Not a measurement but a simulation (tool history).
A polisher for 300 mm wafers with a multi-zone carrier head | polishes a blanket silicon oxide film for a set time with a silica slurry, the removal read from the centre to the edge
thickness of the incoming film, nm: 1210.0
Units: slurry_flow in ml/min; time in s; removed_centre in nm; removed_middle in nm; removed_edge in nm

run,hour,slurry_flow,centre_zone,middle_zone,edge_zone,slurry_solids,time,removed_centre,removed_middle,removed_edge
1,0,130,1,1,1,1,33,140.21,136.97,143.6
2,6.4,135,1,0.97,1.04,1,33,141.68,130.77,150.56
3,13.3,110,1,0.97,1.04,1,33,133.17,125.67,141.77
4,18.6,125,1,0.97,1.06,1,33,136.71,132.66,147.04
5,26.5,135,1,0.95,1.07,1,33,139.89,127.92,151.03
6,29,135,1,0.92,1.07,1,33,138.37,126.68,150.76

The next listed run, before its measurement:
7,29.8,145,1,0.92,1.08,1,33,?,?,?

{"run 7": {"removed_centre": 141.56, "removed_middle": 131.43, "removed_edge": 152.94}}

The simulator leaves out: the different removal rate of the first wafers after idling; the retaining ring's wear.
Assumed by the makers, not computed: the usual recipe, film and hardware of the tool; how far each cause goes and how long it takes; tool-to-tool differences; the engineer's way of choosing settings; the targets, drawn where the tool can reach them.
